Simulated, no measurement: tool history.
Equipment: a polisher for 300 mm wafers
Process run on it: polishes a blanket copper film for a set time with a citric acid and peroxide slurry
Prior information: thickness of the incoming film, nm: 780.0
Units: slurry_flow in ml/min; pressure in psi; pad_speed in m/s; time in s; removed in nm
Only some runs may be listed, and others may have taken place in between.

run  hour  slurry_flow  pressure  pad_speed  slurry_solids  time  removed
  1   0.0          130       2.3       0.96            1.0    26   36.331
  2   7.2          125       2.1       0.96            1.0    26   32.604
  3  10.5          125       2.1       0.96            1.0    26   32.220
  4  16.9          140       2.1       0.96            1.0    26   33.105
  5  17.6          140       2.0       0.96            1.0    26   32.364
  6  21.9          140       2.0       0.96            1.0    26   32.379
  7  27.3          130       1.9       0.96            1.0    26   30.341
  8  34.7          125       1.8       0.96            1.0    26   28.136
  9  41.4          120       1.8       0.96            1.0    26   28.201
 10  44.5          115       1.8       0.96            1.0    26   27.922

Run 11, settings as shown, results not yet in. Your forecast:
 11  52.9          110       1.8       0.96            1.0    26        ?

Logged for run 11: removed 27.465 nm.

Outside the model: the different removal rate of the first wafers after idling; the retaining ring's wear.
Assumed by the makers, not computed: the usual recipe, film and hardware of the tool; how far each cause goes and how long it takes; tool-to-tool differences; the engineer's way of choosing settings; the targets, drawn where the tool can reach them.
